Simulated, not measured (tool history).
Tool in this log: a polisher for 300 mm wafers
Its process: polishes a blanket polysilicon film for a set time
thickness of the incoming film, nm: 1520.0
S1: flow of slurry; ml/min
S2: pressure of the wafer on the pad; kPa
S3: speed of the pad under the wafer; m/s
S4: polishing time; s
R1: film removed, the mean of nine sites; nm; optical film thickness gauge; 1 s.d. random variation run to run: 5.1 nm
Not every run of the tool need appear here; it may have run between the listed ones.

Run 1, hour 0.0: S1 265 ml/min, S2 22.1 kPa, S3 1.24 m/s, S4 26 s. Result: R1 316.29 nm.
Run 2, hour 7.3: S1 265 ml/min, S2 22.1 kPa, S3 1.24 m/s, S4 23 s. Result: R1 279.44 nm.
Run 3, hour 13.0: S1 265 ml/min, S2 22.1 kPa, S3 1.52 m/s, S4 23 s. Result: R1 321.99 nm.
Run 4, hour 18.8: S1 265 ml/min, S2 22.8 kPa, S3 1.52 m/s, S4 23 s. Result: R1 330.20 nm.
Run 5, hour 22.0: S1 265 ml/min, S2 26.9 kPa, S3 1.52 m/s, S4 23 s. Result: R1 383.82 nm.
Run 6, hour 26.4: S1 265 ml/min, S2 27.6 kPa, S3 1.52 m/s, S4 23 s. Result: R1 400.72 nm.
Run 7, hour 28.4: S1 265 ml/min, S2 28.3 kPa, S3 1.52 m/s, S4 23 s. Result: R1 408.63 nm.

What does the tool deliver on the next run?
Run 8, hour 31.9: S1 265 ml/min, S2 29.0 kPa, S3 1.52 m/s, S4 23 s. Result: R1 ?.

Run 8 came out at R1 411.21 nm.
